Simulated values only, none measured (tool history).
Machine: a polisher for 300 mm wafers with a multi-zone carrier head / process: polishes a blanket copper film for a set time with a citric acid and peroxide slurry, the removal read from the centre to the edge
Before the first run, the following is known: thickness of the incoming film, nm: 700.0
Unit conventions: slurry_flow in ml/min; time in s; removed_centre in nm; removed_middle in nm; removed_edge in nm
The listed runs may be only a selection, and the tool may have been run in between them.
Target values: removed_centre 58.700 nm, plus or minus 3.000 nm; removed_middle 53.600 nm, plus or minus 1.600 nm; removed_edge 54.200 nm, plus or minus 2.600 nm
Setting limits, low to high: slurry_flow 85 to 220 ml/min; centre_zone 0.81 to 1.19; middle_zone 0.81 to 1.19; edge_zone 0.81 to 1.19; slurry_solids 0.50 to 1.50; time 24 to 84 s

Run 1, hour 0.0: slurry_flow 140 ml/min, centre_zone 1.00, middle_zone 1.00, edge_zone 1.00, slurry_solids 1.00, time 54 s. Result: removed_centre 98.904 nm, removed_middle 98.294 nm, removed_edge 93.418 nm.
Run 2, hour 1.0: slurry_flow 140 ml/min, centre_zone 1.00, middle_zone 1.00, edge_zone 1.00, slurry_solids 1.00, time 66 s. Result: removed_centre 121.110 nm, removed_middle 120.740 nm, removed_edge 115.750 nm.
Run 3, hour 6.1: slurry_flow 135 ml/min, centre_zone 0.99, middle_zone 0.98, edge_zone 0.98, slurry_solids 0.90, time 60 s. Result: removed_centre 107.560 nm, removed_middle 104.870 nm, removed_edge 99.039 nm.
Run 4, hour 9.2: slurry_flow 130 ml/min, centre_zone 0.97, middle_zone 0.96, edge_zone 0.98, slurry_solids 0.85, time 56 s. Result: removed_centre 93.382 nm, removed_middle 93.137 nm, removed_edge 94.799 nm.
Run 5, hour 12.2: slurry_flow 130 ml/min, centre_zone 0.98, middle_zone 0.95, edge_zone 0.96, slurry_solids 0.80, time 51 s. Result: removed_centre 86.842 nm, removed_middle 84.215 nm, removed_edge 83.902 nm.
Run 6, hour 17.3: slurry_flow 130 ml/min, centre_zone 0.98, middle_zone 0.95, edge_zone 1.02, slurry_solids 0.80, time 51 s. Result: removed_centre 85.419 nm, removed_middle 82.969 nm, removed_edge 85.128 nm.
Run 7, hour 25.3: slurry_flow 130 ml/min, centre_zone 0.99, middle_zone 0.95, edge_zone 1.01, slurry_solids 0.75, time 47 s. Result: removed_centre 77.711 nm, removed_middle 75.488 nm, removed_edge 77.579 nm.
Run 8, hour 28.9: slurry_flow 130 ml/min, centre_zone 1.00, middle_zone 0.95, edge_zone 1.00, slurry_solids 0.70, time 44 s. Result: removed_centre 73.624 nm, removed_middle 70.040 nm, removed_edge 72.838 nm.
Run 9, hour 37.8: slurry_flow 130 ml/min, centre_zone 1.01, middle_zone 0.95, edge_zone 0.99, slurry_solids 0.65, time 42 s. Result: removed_centre 67.791 nm, removed_middle 66.202 nm, removed_edge 64.809 nm.
Run 10, hour 43.2: slurry_flow 125 ml/min, centre_zone 1.02, middle_zone 0.94, edge_zone 0.99, slurry_solids 0.60, time 41 s. Result: removed_centre 65.342 nm, removed_middle 62.857 nm, removed_edge 61.339 nm.
Run 11, hour 51.0: slurry_flow 120 ml/min, centre_zone 1.02, middle_zone 0.93, edge_zone 0.99, slurry_solids 0.60, time 41 s. Result: removed_centre 65.725 nm, removed_middle 61.171 nm, removed_edge 63.258 nm.
Run 12, hour 58.9: slurry_flow 115 ml/min, centre_zone 1.02, middle_zone 0.93, edge_zone 0.98, slurry_solids 0.60, time 40 s. Result: removed_centre 63.856 nm, removed_middle 58.803 nm, removed_edge 62.018 nm.

4 candidate next runs follow, results not yet known. Just one meets every target within its allowed miss. Identify it.
Run A, hour 66.8: slurry_flow 120 ml/min, centre_zone 1.03, middle_zone 0.87, edge_zone 0.96, slurry_solids 0.60, time 43 s. Result: removed_centre ?, removed_middle ?, removed_edge ?.
Run B, hour 66.8: slurry_flow 85 ml/min, centre_zone 1.10, middle_zone 0.83, edge_zone 0.96, slurry_solids 0.65, time 43 s. Result: removed_centre ?, removed_middle ?, removed_edge ?.
Run C, hour 66.8: slurry_flow 85 ml/min, centre_zone 0.87, middle_zone 0.86, edge_zone 1.04, slurry_solids 0.70, time 47 s. Result: removed_centre ?, removed_middle ?, removed_edge ?.
Run D, hour 66.8: slurry_flow 105 ml/min, centre_zone 1.07, middle_zone 0.96, edge_zone 1.00, slurry_solids 0.65, time 35 s. Result: removed_centre ?, removed_middle ?, removed_edge ?.

move  removed_centre  removed_middle  removed_edge
   A          68.861          61.342        66.554
   B          69.565          56.316        64.809
   C          60.924          64.378        74.684
   D          57.651          53.772        55.147
A: the biggest miss grows against the last run
B: the biggest miss grows against the last run
C: the biggest miss grows against the last run
D: all results in spec
The move that meets every target is D.
